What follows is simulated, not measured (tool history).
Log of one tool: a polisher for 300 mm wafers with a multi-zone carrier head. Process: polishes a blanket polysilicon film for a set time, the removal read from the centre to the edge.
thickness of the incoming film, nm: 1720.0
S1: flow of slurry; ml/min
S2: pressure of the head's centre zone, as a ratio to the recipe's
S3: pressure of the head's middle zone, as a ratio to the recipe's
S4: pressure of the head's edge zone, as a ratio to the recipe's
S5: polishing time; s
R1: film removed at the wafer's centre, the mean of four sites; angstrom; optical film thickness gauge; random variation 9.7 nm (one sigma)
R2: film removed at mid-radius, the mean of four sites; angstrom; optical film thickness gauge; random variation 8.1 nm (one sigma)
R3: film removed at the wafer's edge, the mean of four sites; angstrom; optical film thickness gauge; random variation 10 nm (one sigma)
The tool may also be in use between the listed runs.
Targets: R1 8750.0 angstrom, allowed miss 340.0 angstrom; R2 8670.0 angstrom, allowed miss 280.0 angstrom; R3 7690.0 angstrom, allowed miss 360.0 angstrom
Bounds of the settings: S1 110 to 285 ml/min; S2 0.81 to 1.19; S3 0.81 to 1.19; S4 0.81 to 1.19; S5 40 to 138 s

Run 1, hour 0.0: S1 180 ml/min, S2 1.00, S3 1.00, S4 1.00, S5 88 s. Result: R1 5191.5 angstrom, R2 5218.0 angstrom, R3 5160.9 angstrom.
Run 2, hour 1.8: S1 180 ml/min, S2 1.00, S3 1.00, S4 0.92, S5 88 s. Result: R1 5296.1 angstrom, R2 5158.8 angstrom, R3 5066.4 angstrom.
Run 3, hour 7.5: S1 140 ml/min, S2 1.00, S3 1.00, S4 0.92, S5 88 s. Result: R1 4842.0 angstrom, R2 4908.9 angstrom, R3 4916.3 angstrom.
Run 4, hour 10.6: S1 140 ml/min, S2 0.92, S3 1.00, S4 0.92, S5 88 s. Result: R1 4553.1 angstrom, R2 4994.4 angstrom, R3 4907.0 angstrom.
Run 5, hour 16.8: S1 140 ml/min, S2 1.00, S3 1.00, S4 0.92, S5 88 s. Result: R1 4947.6 angstrom, R2 4966.5 angstrom, R3 4942.4 angstrom.
Run 6, hour 21.7: S1 140 ml/min, S2 1.00, S3 1.00, S4 0.92, S5 110 s. Result: R1 6265.5 angstrom, R2 6230.0 angstrom, R3 6108.0 angstrom.
Run 7, hour 26.7: S1 190 ml/min, S2 1.10, S3 1.10, S4 1.02, S5 124 s. Result: R1 7997.1 angstrom, R2 7939.5 angstrom, R3 7317.1 angstrom.
Run 8, hour 29.7: S1 195 ml/min, S2 1.10, S3 1.10, S4 1.02, S5 124 s. Result: R1 8183.8 angstrom, R2 7920.5 angstrom, R3 7537.9 angstrom.
Run 9, hour 31.9: S1 195 ml/min, S2 1.10, S3 1.10, S4 1.02, S5 124 s. Result: R1 7984.2 angstrom, R2 7985.0 angstrom, R3 7285.5 angstrom.
Run 10, hour 38.5: S1 200 ml/min, S2 1.10, S3 1.10, S4 1.02, S5 124 s. Result: R1 7990.1 angstrom, R2 8001.7 angstrom, R3 7360.5 angstrom.

4 next moves are on the table. One of them brings every result within its allowed miss. Which?
Run A, hour 45.1: S1 205 ml/min, S2 1.01, S3 1.18, S4 1.04, S5 117 s. Result: R1 ?, R2 ?, R3 ?.
Run B, hour 45.1: S1 185 ml/min, S2 1.16, S3 1.17, S4 1.05, S5 129 s. Result: R1 ?, R2 ?, R3 ?.
Run C, hour 45.1: S1 220 ml/min, S2 1.11, S3 1.12, S4 1.07, S5 123 s. Result: R1 ?, R2 ?, R3 ?.
Run D, hour 45.1: S1 160 ml/min, S2 1.08, S3 1.06, S4 1.00, S5 127 s. Result: R1 ?, R2 ?, R3 ?.

move      R1      R2      R3
   A  7147.3  8014.4  7021.9
   B  8929.6  8653.1  7697.8
   C  8337.3  8117.8  7515.0
   D  7996.6  7679.1  7346.2
A: further off than the last run
B: meets every target
C: nearer than the last run, and not there yet
D: further off than the last run
The right move is B.
